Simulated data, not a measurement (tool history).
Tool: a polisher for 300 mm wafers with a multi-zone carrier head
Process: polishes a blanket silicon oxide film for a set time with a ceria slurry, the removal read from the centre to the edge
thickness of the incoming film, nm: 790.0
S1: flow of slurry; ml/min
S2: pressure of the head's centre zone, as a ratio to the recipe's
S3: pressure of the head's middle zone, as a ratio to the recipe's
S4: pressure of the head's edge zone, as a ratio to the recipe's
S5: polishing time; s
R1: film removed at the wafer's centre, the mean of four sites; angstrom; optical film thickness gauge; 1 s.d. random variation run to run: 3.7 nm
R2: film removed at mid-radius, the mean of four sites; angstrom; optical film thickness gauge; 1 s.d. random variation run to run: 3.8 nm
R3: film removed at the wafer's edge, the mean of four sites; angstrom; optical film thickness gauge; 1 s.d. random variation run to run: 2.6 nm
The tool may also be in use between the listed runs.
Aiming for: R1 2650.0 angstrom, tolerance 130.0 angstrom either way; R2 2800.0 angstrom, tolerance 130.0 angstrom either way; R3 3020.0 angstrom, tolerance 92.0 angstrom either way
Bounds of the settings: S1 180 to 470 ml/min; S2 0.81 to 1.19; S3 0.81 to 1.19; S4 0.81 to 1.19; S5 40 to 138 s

run	day	S1	S2	S3	S4	S5	R1	R2	R3
1	0.000	300	1.00	1.00	1.00	88	2003.8	1900.2	1974.6
2	0.338	300	1.00	0.92	1.00	88	1983.8	1770.7	2001.2
3	0.542	255	1.00	0.92	1.00	88	1907.5	1820.8	1974.4
4	0.754	250	0.99	0.93	1.02	95	2061.1	1941.5	2119.8
5	0.788	250	0.99	0.86	1.02	95	1990.7	1787.9	2116.8
6	1.021	250	0.99	0.86	1.02	82	1792.4	1525.4	1856.7
7	1.279	260	0.98	0.89	1.04	91	1979.4	1782.6	2115.4
8	1.600	270	0.97	0.94	1.07	95	2011.8	1934.0	2204.8
9	1.667	270	0.97	0.94	1.07	95	2049.1	1922.4	2248.1
10	1.888	275	0.97	0.98	1.09	100	2151.1	2139.9	2383.0
11	2.154	285	0.97	1.00	1.11	103	2174.0	2257.4	2433.5
12	2.425	290	0.97	1.00	1.12	107	2323.5	2304.2	2576.1
13	2.796	295	0.97	1.02	1.13	110	2394.7	2425.6	2639.2
14	2.954	295	0.97	1.03	1.14	112	2345.7	2446.4	2708.0
15	3.054	295	0.98	1.04	1.14	114	2470.0	2563.7	2750.4

Exercise: of the 5 proposed moves below, exactly one satisfies all targets within the stated allowed misses. Which move is it?
A	3.154	330	1.12	0.96	1.09	110	?	?	?
B	3.154	200	1.01	1.16	1.00	114	?	?	?
C	3.154	290	1.06	1.13	1.07	121	?	?	?
D	3.154	295	0.85	1.09	1.11	127	?	?	?
E	3.154	325	0.95	1.02	1.14	125	?	?	?

move	R1	R2	R3
A	2737.7	2293.3	2611.8
B	2452.9	2680.0	2507.2
C	2827.0	2870.3	2819.0
D	2397.8	2927.8	3018.7
E	2648.6	2741.8	3031.5
A: further off than the last run
B: further off than the last run
C: nearer than the last run, and not there yet
D: the worst result of the last run now meets its target, but another is out of spec
E: each result inside its tolerance
The move that meets every target is E.
